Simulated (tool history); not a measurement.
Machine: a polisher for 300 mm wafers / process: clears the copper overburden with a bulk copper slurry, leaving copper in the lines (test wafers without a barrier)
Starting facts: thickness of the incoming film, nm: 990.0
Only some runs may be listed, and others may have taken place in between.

| run | hour | flow of slurry (ml/min) | pressure of the wafer on the pad (kPa) | speed of the pad under the wafer (cm/s) | abrasive content of the slurry | overpolish time after the end point (s) | time until the end point was called (s) | dishing of a wide line in a test structure (nm) |
|---|---|---|---|---|---|---|---|---|
| 1 | 0.0 | 255 | 19.3 | 130 | 1.0 | 12 | 74.257 | 87.618 |
| 2 | 1.0 | 295 | 19.3 | 130 | 1.0 | 12 | 70.962 | 87.838 |
| 3 | 7.9 | 280 | 18.6 | 128 | 1.0 | 13 | 76.404 | 90.319 |
| 4 | 12.0 | 280 | 18.6 | 128 | 1.0 | 9 | 75.162 | 69.435 |
| 5 | 16.2 | 280 | 18.6 | 158 | 1.0 | 9 | 60.611 | 79.823 |
| 6 | 22.7 | 270 | 17.2 | 156 | 1.0 | 11 | 66.253 | 85.268 |

The next listed run, before its measurement:
| 7 | 29.2 | 260 | 15.9 | 154 | 1.0 | 12 | ? | ? |

{"run 7": {"time until the end point was called (s)": 71.072, "dishing of a wide line in a test structure (nm)": 83.782}}
